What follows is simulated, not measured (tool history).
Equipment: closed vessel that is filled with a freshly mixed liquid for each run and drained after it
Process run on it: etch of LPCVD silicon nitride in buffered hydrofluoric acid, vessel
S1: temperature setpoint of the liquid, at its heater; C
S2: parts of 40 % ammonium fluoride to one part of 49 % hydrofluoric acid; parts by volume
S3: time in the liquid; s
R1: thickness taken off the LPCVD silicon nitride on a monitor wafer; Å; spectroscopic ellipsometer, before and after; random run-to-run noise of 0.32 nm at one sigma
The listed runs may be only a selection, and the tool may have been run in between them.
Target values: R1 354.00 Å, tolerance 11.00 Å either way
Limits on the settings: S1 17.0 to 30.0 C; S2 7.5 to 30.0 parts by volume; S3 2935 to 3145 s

{"run": 1, "hour": 0.0, "S1": 22.0, "S2": 21.0, "S3": 2935, "R1": 192.29}
{"run": 2, "hour": 8.0, "S1": 25.0, "S2": 21.0, "S3": 2935, "R1": 234.59}
{"run": 3, "hour": 15.6, "S1": 25.5, "S2": 20.5, "S3": 2935, "R1": 247.42}
{"run": 4, "hour": 22.4, "S1": 26.0, "S2": 20.0, "S3": 2935, "R1": 247.81}
{"run": 5, "hour": 32.3, "S1": 26.0, "S2": 16.0, "S3": 2935, "R1": 316.68}
{"run": 6, "hour": 41.6, "S1": 26.0, "S2": 12.0, "S3": 2935, "R1": 408.18}
{"run": 7, "hour": 44.8, "S1": 25.5, "S2": 12.0, "S3": 2935, "R1": 404.94}
{"run": 8, "hour": 47.7, "S1": 25.0, "S2": 12.0, "S3": 2935, "R1": 397.8}
{"run": 9, "hour": 50.9, "S1": 24.5, "S2": 12.0, "S3": 2935, "R1": 385.07}

5 candidate next runs follow, results not yet known. Just one meets every target within its allowed miss. Identify it.
{"run": "A", "hour": 54.1, "S1": 24.0, "S2": 14.5, "S3": 3120, "R1": "?"}
{"run": "B", "hour": 54.1, "S1": 25.0, "S2": 15.0, "S3": 3060, "R1": "?"}
{"run": "C", "hour": 54.1, "S1": 20.0, "S2": 11.0, "S3": 2935, "R1": "?"}
{"run": "D", "hour": 54.1, "S1": 25.5, "S2": 14.5, "S3": 3110, "R1": "?"}
{"run": "E", "hour": 54.1, "S1": 25.5, "S2": 15.0, "S3": 2985, "R1": "?"}

move=A R1=330.31
move=B R1=330.88
move=C R1=326.42
move=D R1=357.21
move=E R1=331.63
A: pushes the last run's worst result past its target
B: pushes the last run's worst result past its target
C: pushes the last run's worst result past its target
D: in spec on every target
E: pushes the last run's worst result past its target
D meets every target.

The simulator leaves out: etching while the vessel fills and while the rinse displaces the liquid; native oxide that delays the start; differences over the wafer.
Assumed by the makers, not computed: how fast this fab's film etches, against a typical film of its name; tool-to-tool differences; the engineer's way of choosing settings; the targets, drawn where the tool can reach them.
